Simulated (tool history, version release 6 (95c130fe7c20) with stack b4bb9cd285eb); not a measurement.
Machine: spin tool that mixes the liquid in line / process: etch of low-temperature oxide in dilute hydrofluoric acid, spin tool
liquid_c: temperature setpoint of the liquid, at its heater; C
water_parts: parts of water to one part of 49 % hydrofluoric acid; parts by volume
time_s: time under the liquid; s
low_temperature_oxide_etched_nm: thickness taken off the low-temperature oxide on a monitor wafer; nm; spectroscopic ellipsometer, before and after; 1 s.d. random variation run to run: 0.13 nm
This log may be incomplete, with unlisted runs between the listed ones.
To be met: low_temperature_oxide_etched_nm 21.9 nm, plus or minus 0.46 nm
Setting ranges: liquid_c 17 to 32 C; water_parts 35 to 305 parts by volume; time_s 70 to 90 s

run	hour	liquid_c	water_parts	time_s	low_temperature_oxide_etched_nm
1	0	24	170	90	6.9208
2	5.2	26.5	130	90	10.409
3	12.9	24	130	90	9.586
4	21.1	25.5	130	90	10.094
5	27.6	27.5	110	90	13.172
6	28.6	29	100	90	15.624
7	37.7	30	95	90	17.279
8	39.1	32	70	90	25.986
9	40.8	31	70	90	25.013
10	45.7	30	70	90	24.381

Below are 5 possible settings for the next run. Only one of them brings all results inside the allowed miss of their targets. Which is it?
A	50.6	32	85	90	?
B	50.6	32	55	70	?
C	50.6	28.5	70	90	?
D	50.6	31.5	60	90	?
E	50.6	31.5	80	90	?

move	low_temperature_oxide_etched_nm
A	20.89
B	26.313
C	22.692
D	30.182
E	21.95
A: moves the result that the last run missed by most past its target, out the other side
B: misses by more than the last run did
C: gains on the last run, yet a result remains outside its allowed miss
D: misses by more than the last run did
E: meets every target
The move that meets every target is E.

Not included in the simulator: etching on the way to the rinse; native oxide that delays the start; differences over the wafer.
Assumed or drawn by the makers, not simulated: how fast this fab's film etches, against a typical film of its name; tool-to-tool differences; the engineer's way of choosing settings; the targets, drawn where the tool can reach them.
